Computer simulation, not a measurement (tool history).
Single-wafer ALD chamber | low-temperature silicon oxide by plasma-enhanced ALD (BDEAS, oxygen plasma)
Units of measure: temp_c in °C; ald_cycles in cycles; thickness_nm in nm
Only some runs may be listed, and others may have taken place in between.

Run 1, hour 0.0: temp_c 105 °C, ald_cycles 66 cycles. Result: thickness_nm 8.8113 nm.
Run 2, hour 8.6: temp_c 103 °C, ald_cycles 69 cycles. Result: thickness_nm 9.2202 nm.
Run 3, hour 11.7: temp_c 107 °C, ald_cycles 69 cycles. Result: thickness_nm 9.1358 nm.
Run 4, hour 19.4: temp_c 107 °C, ald_cycles 73 cycles. Result: thickness_nm 9.7197 nm.
Run 5, hour 20.4: temp_c 117 °C, ald_cycles 73 cycles. Result: thickness_nm 9.5183 nm.
Run 6, hour 24.0: temp_c 117 °C, ald_cycles 82 cycles. Result: thickness_nm 10.6770 nm.
Run 7, hour 28.7: temp_c 115 °C, ald_cycles 83 cycles. Result: thickness_nm 10.8730 nm.
Run 8, hour 30.5: temp_c 115 °C, ald_cycles 83 cycles. Result: thickness_nm 10.8630 nm.
Run 9, hour 34.5: temp_c 114 °C, ald_cycles 84 cycles. Result: thickness_nm 11.0440 nm.
Run 10, hour 42.9: temp_c 113 °C, ald_cycles 84 cycles. Result: thickness_nm 10.9750 nm.

What will run 11 give?
Run 11, hour 51.3: temp_c 110 °C, ald_cycles 85 cycles. Result: thickness_nm ?.

Run 11 yielded thickness_nm 11.1760 nm.
